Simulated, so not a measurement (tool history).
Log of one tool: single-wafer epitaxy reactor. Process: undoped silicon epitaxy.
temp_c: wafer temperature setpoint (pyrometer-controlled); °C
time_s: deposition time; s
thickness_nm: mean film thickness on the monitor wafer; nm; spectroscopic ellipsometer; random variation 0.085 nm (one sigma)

Run 1, day 0: temp_c 635 °C, time_s 346 s. Result: thickness_nm 39.807 nm.
Run 2, day 0.025: temp_c 639 °C, time_s 346 s. Result: thickness_nm 44.386 nm.
Run 3, day 0.379: temp_c 630 °C, time_s 337 s. Result: thickness_nm 33.84 nm.
Run 4, day 0.508: temp_c 639 °C, time_s 337 s. Result: thickness_nm 42.808 nm.
Run 5, day 0.688: temp_c 630 °C, time_s 334 s. Result: thickness_nm 33.69 nm.
Run 6, day 0.996: temp_c 625 °C, time_s 334 s. Result: thickness_nm 29.569 nm.

Forecast run 7:
Run 7, day 1.362: temp_c 620 °C, time_s 333 s. Result: thickness_nm ?.

thickness_nm: 25.902 nm
